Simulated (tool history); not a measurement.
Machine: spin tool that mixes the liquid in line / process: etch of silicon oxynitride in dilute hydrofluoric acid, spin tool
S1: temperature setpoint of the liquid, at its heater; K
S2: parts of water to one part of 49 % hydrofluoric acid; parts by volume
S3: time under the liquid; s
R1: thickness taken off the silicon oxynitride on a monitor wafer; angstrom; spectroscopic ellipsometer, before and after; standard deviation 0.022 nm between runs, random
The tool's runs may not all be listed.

{"run": 1, "hour": 0.0, "S1": 297.15, "S2": 95, "S3": 75, "R1": 18.879}
{"run": 2, "hour": 7.0, "S1": 299.15, "S2": 85, "S3": 75, "R1": 22.865}
{"run": 3, "hour": 11.0, "S1": 300.65, "S2": 75, "S3": 75, "R1": 28.139}
{"run": 4, "hour": 13.8, "S1": 300.65, "S2": 105, "S3": 75, "R1": 19.718}
{"run": 5, "hour": 16.1, "S1": 300.65, "S2": 105, "S3": 55, "R1": 14.26}
{"run": 6, "hour": 24.2, "S1": 301.65, "S2": 90, "S3": 55, "R1": 17.766}
{"run": 7, "hour": 26.8, "S1": 301.65, "S2": 70, "S3": 55, "R1": 23.473}
{"run": 8, "hour": 33.2, "S1": 302.15, "S2": 60, "S3": 55, "R1": 28.43}

What will run 9 give?
{"run": 9, "hour": 39.6, "S1": 302.65, "S2": 55, "S3": 55, "R1": "?"}

R1: 31.931 angstrom
